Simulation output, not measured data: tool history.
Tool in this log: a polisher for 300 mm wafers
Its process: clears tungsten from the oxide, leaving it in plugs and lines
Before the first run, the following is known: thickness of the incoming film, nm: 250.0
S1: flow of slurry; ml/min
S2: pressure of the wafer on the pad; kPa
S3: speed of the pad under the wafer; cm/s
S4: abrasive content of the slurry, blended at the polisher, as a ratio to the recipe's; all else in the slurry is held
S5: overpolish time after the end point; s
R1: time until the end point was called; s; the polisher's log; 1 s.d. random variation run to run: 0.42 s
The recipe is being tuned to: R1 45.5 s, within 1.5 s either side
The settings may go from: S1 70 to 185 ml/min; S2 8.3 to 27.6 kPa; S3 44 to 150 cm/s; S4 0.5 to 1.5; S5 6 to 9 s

Run 1, hour 0: S1 120 ml/min, S2 17.9 kPa, S3 96 cm/s, S4 1, S5 9 s. Result: R1 70.463 s.
Run 2, hour 2.7: S1 125 ml/min, S2 18.6 kPa, S3 96 cm/s, S4 1, S5 9 s. Result: R1 66.021 s.
Run 3, hour 4.4: S1 125 ml/min, S2 18.6 kPa, S3 116 cm/s, S4 1, S5 9 s. Result: R1 55.671 s.
Run 4, hour 6.6: S1 130 ml/min, S2 18.6 kPa, S3 116 cm/s, S4 1, S5 9 s. Result: R1 55.158 s.
Run 5, hour 11.2: S1 135 ml/min, S2 18.6 kPa, S3 116 cm/s, S4 1, S5 9 s. Result: R1 53.965 s.
At hour 15.4: slurry nozzle cleaned.
Run 6, hour 15.4: S1 140 ml/min, S2 18.6 kPa, S3 116 cm/s, S4 1, S5 9 s. Result: R1 51.804 s.
Run 7, hour 24.4: S1 145 ml/min, S2 18.6 kPa, S3 116 cm/s, S4 1, S5 9 s. Result: R1 51.36 s.
Run 8, hour 28.3: S1 150 ml/min, S2 18.6 kPa, S3 116 cm/s, S4 1, S5 9 s. Result: R1 50.344 s.

Of the 4 settings listed for the next run, only one would bring every result within its allowed miss of target. Which one?
Run A, hour 32.2: S1 150 ml/min, S2 20 kPa, S3 120 cm/s, S4 1, S5 6 s. Result: R1 ?.
Run B, hour 32.2: S1 160 ml/min, S2 17.2 kPa, S3 124 cm/s, S4 1.1, S5 6 s. Result: R1 ?.
Run C, hour 32.2: S1 155 ml/min, S2 15.2 kPa, S3 148 cm/s, S4 1.05, S5 6 s. Result: R1 ?.
Run D, hour 32.2: S1 165 ml/min, S2 21.4 kPa, S3 118 cm/s, S4 1, S5 6 s. Result: R1 ?.

move      R1
   A  46.189
   B  50.169
   C  48.436
   D  43.313
A: each result inside its tolerance
B: about the same distance from the targets as the last run
C: gains on the last run, yet a result remains outside its allowed miss
D: pushes the last run's worst result past its target
Move A is the one to make.
